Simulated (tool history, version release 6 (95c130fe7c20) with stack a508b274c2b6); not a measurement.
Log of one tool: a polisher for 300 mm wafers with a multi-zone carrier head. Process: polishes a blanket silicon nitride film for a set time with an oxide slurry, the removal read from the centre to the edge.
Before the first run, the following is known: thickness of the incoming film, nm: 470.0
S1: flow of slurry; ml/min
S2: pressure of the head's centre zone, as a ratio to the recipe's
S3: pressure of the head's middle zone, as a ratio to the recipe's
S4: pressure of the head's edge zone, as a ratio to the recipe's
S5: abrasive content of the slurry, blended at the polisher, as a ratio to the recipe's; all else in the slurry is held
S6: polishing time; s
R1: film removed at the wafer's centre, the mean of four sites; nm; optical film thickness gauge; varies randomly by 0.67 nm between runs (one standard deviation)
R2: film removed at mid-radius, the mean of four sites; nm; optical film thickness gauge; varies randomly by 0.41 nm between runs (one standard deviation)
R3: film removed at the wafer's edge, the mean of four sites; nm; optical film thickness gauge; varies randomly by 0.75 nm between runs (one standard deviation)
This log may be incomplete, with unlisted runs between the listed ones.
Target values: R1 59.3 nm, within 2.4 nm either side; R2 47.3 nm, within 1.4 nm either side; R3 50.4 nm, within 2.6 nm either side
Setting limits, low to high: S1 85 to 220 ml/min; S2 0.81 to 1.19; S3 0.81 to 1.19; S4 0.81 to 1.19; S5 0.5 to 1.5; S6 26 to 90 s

Run 1, hour 0: S1 140 ml/min, S2 1, S3 1, S4 1, S5 1, S6 58 s. Result: R1 57.133 nm, R2 57.501 nm, R3 59.456 nm.
Run 2, hour 2.1: S1 140 ml/min, S2 1, S3 1.04, S4 1, S5 1, S6 58 s. Result: R1 58.952 nm, R2 58.769 nm, R3 57.838 nm.
Run 3, hour 6.3: S1 140 ml/min, S2 1, S3 1.04, S4 1, S5 0.9, S6 58 s. Result: R1 53.866 nm, R2 56.045 nm, R3 53.07 nm.
Run 4, hour 12.1: S1 135 ml/min, S2 1.03, S3 1.02, S4 0.99, S5 0.9, S6 58 s. Result: R1 54.737 nm, R2 54.22 nm, R3 53.174 nm.
Run 5, hour 16.8: S1 135 ml/min, S2 1.03, S3 1.02, S4 0.99, S5 0.9, S6 49 s. Result: R1 47.667 nm, R2 45.762 nm, R3 45.288 nm.
Run 6, hour 25: S1 135 ml/min, S2 1.03, S3 1.02, S4 0.99, S5 0.9, S6 37 s. Result: R1 36.092 nm, R2 34.387 nm, R3 34.452 nm.
Run 7, hour 28.6: S1 145 ml/min, S2 1.05, S3 1.02, S4 1, S5 0.95, S6 37 s. Result: R1 36.892 nm, R2 36.049 nm, R3 35.264 nm.
Run 8, hour 30.8: S1 135 ml/min, S2 1.07, S3 1.01, S4 0.98, S5 1.05, S6 38 s. Result: R1 42.284 nm, R2 38.767 nm, R3 37.335 nm.
Run 9, hour 38.3: S1 135 ml/min, S2 1.08, S3 0.99, S4 0.99, S5 1.1, S6 38 s. Result: R1 43.172 nm, R2 39.125 nm, R3 38.99 nm.
Run 10, hour 43.8: S1 135 ml/min, S2 1.09, S3 0.98, S4 0.99, S5 1.15, S6 38 s. Result: R1 45.002 nm, R2 39.983 nm, R3 41.364 nm.
Run 11, hour 52.3: S1 135 ml/min, S2 1.11, S3 0.98, S4 0.99, S5 1.2, S6 38 s. Result: R1 47.087 nm, R2 40.618 nm, R3 41.245 nm.

Which of these 4 next moves meets every target?
Run A, hour 60.8: S1 125 ml/min, S2 1.19, S3 1.03, S4 0.99, S5 1.2, S6 34 s. Result: R1 ?, R2 ?, R3 ?.
Run B, hour 60.8: S1 135 ml/min, S2 1.17, S3 0.94, S4 0.96, S5 1.15, S6 35 s. Result: R1 ?, R2 ?, R3 ?.
Run C, hour 60.8: S1 125 ml/min, S2 1.19, S3 0.85, S4 1.04, S5 1.5, S6 36 s. Result: R1 ?, R2 ?, R3 ?.
Run D, hour 60.8: S1 165 ml/min, S2 1.16, S3 0.92, S4 0.94, S5 1.3, S6 44 s. Result: R1 ?, R2 ?, R3 ?.

move      R1      R2      R3
   A  44.164  37.812   37.57
   B  44.221  35.635  37.609
   C  51.614  37.687  45.138
   D  60.276  47.968  50.669
A: further off than the last run
B: further off than the last run
C: further off than the last run
D: each result inside its tolerance
The move that meets every target is D.
